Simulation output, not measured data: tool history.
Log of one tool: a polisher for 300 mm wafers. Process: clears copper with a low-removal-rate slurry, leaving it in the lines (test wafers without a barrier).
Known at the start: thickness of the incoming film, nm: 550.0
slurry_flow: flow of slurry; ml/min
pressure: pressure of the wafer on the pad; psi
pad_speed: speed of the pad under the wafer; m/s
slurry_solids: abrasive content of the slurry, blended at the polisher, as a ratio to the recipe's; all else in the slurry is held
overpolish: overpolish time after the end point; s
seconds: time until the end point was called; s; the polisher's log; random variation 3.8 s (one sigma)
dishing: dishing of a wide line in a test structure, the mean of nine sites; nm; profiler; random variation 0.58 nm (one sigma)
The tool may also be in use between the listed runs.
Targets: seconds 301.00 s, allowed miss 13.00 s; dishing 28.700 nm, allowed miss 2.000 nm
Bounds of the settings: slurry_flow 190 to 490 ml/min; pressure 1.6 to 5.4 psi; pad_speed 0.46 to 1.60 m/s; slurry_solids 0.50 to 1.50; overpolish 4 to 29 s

run    day  slurry_flow  pressure  pad_speed  slurry_solids  overpolish  seconds  dishing
  1  0.000          315       3.5       1.02           1.00          15   181.38   26.773
  2  0.125          315       3.1       1.02           1.00          17   204.82   28.252
  3  0.279          315       3.1       0.92           1.00          17   219.15   26.336
  4  0.354          315       3.1       0.92           0.85          17   225.84   25.816
  5  0.725          315       2.9       0.92           0.85          18   238.88   26.003
  6  0.992          315       2.7       0.92           0.85          19   246.62   26.076
  7  1.054          315       2.5       0.92           0.85          20   262.46   24.886
  8  1.079          315       2.4       0.90           0.85          21   267.51   25.855
  9  1.238          315       2.3       0.90           0.85          22   274.80   27.014
 10  1.325          315       2.2       0.90           0.85          23   285.51   27.191
 11  1.525          315       2.1       0.90           0.85          24   295.57   26.620
 12  1.779          315       2.1       0.90           0.85          24   296.70   25.751

Which of these 5 next moves meets every target?
  A  2.033          335       2.0       0.86           0.85          21        ?        ?
  B  2.033          345       2.4       0.80           0.80          27        ?        ?
  C  2.033          300       2.3       0.92           0.70          21        ?        ?
  D  2.033          295       2.0       0.90           0.75          22        ?        ?
  E  2.033          340       2.4       0.80           1.15          17        ?        ?

move  seconds  dishing
   A   319.67   22.831
   B   301.33   29.716
   C   290.21   24.887
   D   319.72   23.743
   E   282.74   21.280
A: further off than the last run
B: meets every target
C: further off than the last run
D: further off than the last run
E: further off than the last run
Answer: B
